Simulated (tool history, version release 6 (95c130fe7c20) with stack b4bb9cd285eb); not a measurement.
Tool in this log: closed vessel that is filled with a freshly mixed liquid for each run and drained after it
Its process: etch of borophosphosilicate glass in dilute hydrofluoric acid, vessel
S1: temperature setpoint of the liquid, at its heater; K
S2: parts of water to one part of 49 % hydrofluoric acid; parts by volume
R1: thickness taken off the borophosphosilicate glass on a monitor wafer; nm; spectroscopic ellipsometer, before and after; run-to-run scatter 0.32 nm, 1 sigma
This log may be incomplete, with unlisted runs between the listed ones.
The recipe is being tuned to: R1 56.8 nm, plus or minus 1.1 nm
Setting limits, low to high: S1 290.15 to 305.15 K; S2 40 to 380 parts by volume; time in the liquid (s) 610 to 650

{"run": 1, "hour": 0.0, "S1": 297.15, "S2": 210, "time in the liquid (s)": 610, "R1": 80.283}
{"run": 2, "hour": 6.5, "S1": 296.15, "S2": 210, "time in the liquid (s)": 610, "R1": 77.865}
{"run": 3, "hour": 14.5, "S1": 296.15, "S2": 240, "time in the liquid (s)": 610, "R1": 65.522}
{"run": 4, "hour": 20.7, "S1": 295.65, "S2": 240, "time in the liquid (s)": 610, "R1": 64.57}
{"run": 5, "hour": 21.8, "S1": 295.15, "S2": 240, "time in the liquid (s)": 610, "R1": 63.141}
{"run": 6, "hour": 28.1, "S1": 297.15, "S2": 240, "time in the liquid (s)": 610, "R1": 68.379}
{"run": 7, "hour": 34.6, "S1": 296.65, "S2": 240, "time in the liquid (s)": 610, "R1": 67.403}
{"run": 8, "hour": 43.2, "S1": 296.15, "S2": 240, "time in the liquid (s)": 610, "R1": 66.707}
{"run": 9, "hour": 50.1, "S1": 295.65, "S2": 240, "time in the liquid (s)": 610, "R1": 64.521}

Below are 4 possible settings for the next run. Only one of them brings all results inside the allowed miss of their targets. Which is it?
{"run": "A", "hour": 57.0, "S1": 290.15, "S2": 215, "time in the liquid (s)": 610, "R1": "?"}
{"run": "B", "hour": 57.0, "S1": 294.15, "S2": 205, "time in the liquid (s)": 620, "R1": "?"}
{"run": "C", "hour": 57.0, "S1": 297.65, "S2": 280, "time in the liquid (s)": 610, "R1": "?"}
{"run": "D", "hour": 57.0, "S1": 296.15, "S2": 260, "time in the liquid (s)": 610, "R1": "?"}

move=A R1=59.706
move=B R1=75.046
move=C R1=56.986
move=D R1=59.36
A: closes in on the targets versus the last run, not all within tolerance yet
B: misses by more than the last run did
C: hits every target within its allowed miss
D: closes in on the targets versus the last run, not all within tolerance yet
Go with C: it meets all targets.
